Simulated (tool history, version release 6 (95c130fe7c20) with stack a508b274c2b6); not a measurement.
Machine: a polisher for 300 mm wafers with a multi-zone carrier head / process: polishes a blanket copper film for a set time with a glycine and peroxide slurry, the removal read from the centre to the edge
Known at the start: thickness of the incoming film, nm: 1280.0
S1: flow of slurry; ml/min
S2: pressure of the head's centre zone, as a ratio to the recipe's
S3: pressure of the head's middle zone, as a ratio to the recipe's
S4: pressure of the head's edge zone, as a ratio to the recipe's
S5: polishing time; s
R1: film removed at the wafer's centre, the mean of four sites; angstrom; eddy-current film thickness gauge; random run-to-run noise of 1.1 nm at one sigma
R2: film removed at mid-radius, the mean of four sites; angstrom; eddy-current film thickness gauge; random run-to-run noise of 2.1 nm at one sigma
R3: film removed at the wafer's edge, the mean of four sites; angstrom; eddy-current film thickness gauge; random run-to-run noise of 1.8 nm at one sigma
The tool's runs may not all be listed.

Run 1, hour 0.0: S1 120 ml/min, S2 1.00, S3 1.00, S4 1.00, S5 34 s. Result: R1 2242.7 angstrom, R2 2218.0 angstrom, R3 2264.8 angstrom.
Run 2, hour 4.6: S1 120 ml/min, S2 1.00, S3 1.00, S4 0.96, S5 34 s. Result: R1 2227.4 angstrom, R2 2216.7 angstrom, R3 2188.4 angstrom.
Run 3, hour 10.7: S1 115 ml/min, S2 0.99, S3 0.98, S4 0.94, S5 34 s. Result: R1 2164.0 angstrom, R2 2139.6 angstrom, R3 2150.0 angstrom.
Run 4, hour 12.8: S1 110 ml/min, S2 0.99, S3 0.96, S4 0.92, S5 33 s. Result: R1 2098.2 angstrom, R2 2014.8 angstrom, R3 2084.2 angstrom.
Run 5, hour 21.3: S1 105 ml/min, S2 0.99, S3 0.96, S4 0.90, S5 32 s. Result: R1 1964.3 angstrom, R2 1962.0 angstrom, R3 1971.3 angstrom.
Run 6, hour 22.3: S1 85 ml/min, S2 0.99, S3 0.96, S4 0.90, S5 32 s. Result: R1 1849.6 angstrom, R2 1814.7 angstrom, R3 1882.4 angstrom.
Run 7, hour 29.5: S1 85 ml/min, S2 1.00, S3 0.96, S4 0.89, S5 32 s. Result: R1 1869.2 angstrom, R2 1809.6 angstrom, R3 1887.0 angstrom.

Run 8 has not been measured yet. What should we expect?
Run 8, hour 34.5: S1 85 ml/min, S2 1.00, S3 0.96, S4 0.88, S5 32 s. Result: R1 ?, R2 ?, R3 ?.

Run 8 yielded R1 1870.9 angstrom, R2 1791.0 angstrom, R3 1865.4 angstrom.
